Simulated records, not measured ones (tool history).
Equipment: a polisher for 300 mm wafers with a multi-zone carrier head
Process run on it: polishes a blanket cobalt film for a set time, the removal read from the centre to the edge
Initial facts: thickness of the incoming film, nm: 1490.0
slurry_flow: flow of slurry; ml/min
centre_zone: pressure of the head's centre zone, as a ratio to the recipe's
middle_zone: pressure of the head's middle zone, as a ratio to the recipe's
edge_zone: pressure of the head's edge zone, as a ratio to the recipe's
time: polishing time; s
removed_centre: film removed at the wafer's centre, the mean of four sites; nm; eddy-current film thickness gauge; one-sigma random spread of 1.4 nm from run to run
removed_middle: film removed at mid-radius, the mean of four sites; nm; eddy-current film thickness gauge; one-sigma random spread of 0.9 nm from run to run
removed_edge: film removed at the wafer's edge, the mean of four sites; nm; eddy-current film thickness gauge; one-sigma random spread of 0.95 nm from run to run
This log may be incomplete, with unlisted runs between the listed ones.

{"run": 1, "hour": 0.0, "slurry_flow": 250, "centre_zone": 1, "middle_zone": 1, "edge_zone": 1, "time": 39, "removed_centre": 146.27, "removed_middle": 140.85, "removed_edge": 143.09}
{"run": 2, "hour": 1.5, "slurry_flow": 250, "centre_zone": 1.05, "middle_zone": 1, "edge_zone": 1, "time": 39, "removed_centre": 155.2, "removed_middle": 142.62, "removed_edge": 144.9}
{"run": 3, "hour": 8.7, "slurry_flow": 295, "centre_zone": 1.05, "middle_zone": 1, "edge_zone": 1, "time": 39, "removed_centre": 153.1, "removed_middle": 144.76, "removed_edge": 144.32}
{"run": 4, "hour": 13.0, "slurry_flow": 295, "centre_zone": 1.05, "middle_zone": 1.04, "edge_zone": 1, "time": 39, "removed_centre": 154.03, "removed_middle": 149.77, "removed_edge": 143.23}
{"run": 5, "hour": 14.9, "slurry_flow": 295, "centre_zone": 1.05, "middle_zone": 1.04, "edge_zone": 1, "time": 35, "removed_centre": 139.01, "removed_middle": 133.4, "removed_edge": 128.88}
{"run": 6, "hour": 21.9, "slurry_flow": 295, "centre_zone": 1.12, "middle_zone": 1.04, "edge_zone": 1, "time": 35, "removed_centre": 148.27, "removed_middle": 133.57, "removed_edge": 132.44}
{"run": 7, "hour": 27.0, "slurry_flow": 300, "centre_zone": 1.11, "middle_zone": 1.02, "edge_zone": 0.97, "time": 32, "removed_centre": 134.36, "removed_middle": 121.85, "removed_edge": 116.16}
{"run": 8, "hour": 35.7, "slurry_flow": 295, "centre_zone": 1.08, "middle_zone": 0.97, "edge_zone": 0.95, "time": 31, "removed_centre": 127.41, "removed_middle": 110.51, "removed_edge": 112.56}
{"run": 9, "hour": 38.7, "slurry_flow": 295, "centre_zone": 1.06, "middle_zone": 0.96, "edge_zone": 0.92, "time": 30, "removed_centre": 118.45, "removed_middle": 106.92, "removed_edge": 108}
{"run": 10, "hour": 46.5, "slurry_flow": 260, "centre_zone": 1.09, "middle_zone": 0.93, "edge_zone": 0.82, "time": 27, "removed_centre": 109.83, "removed_middle": 92.692, "removed_edge": 92.786}

Forecast run 11:
{"run": 11, "hour": 51.2, "slurry_flow": 260, "centre_zone": 1.08, "middle_zone": 0.94, "edge_zone": 0.83, "time": 27, "removed_centre": "?", "removed_middle": "?", "removed_edge": "?"}

{"run 11": {"removed_centre": 109.58, "removed_middle": 92.512, "removed_edge": 91.684}}
